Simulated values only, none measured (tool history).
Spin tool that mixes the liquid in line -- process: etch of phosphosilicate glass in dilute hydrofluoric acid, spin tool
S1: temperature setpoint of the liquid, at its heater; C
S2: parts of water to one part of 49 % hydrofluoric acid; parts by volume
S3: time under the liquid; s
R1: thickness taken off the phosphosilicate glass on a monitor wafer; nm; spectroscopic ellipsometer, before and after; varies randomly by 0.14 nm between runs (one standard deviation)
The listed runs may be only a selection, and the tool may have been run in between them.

run  hour    S1   S2  S3      R1
  1     0    21  210  55    11.6
  2   6.7    21  260  55  8.8696
  3   8.9    19  260  55  8.2491
  4  11.8    21  235  55  10.046
  5    19  22.5  215  55  12.034
  6  27.6    24  200  55  13.789

Forecast run 7:
  7    33  25  190  55   ?

R1: 15.46 nm
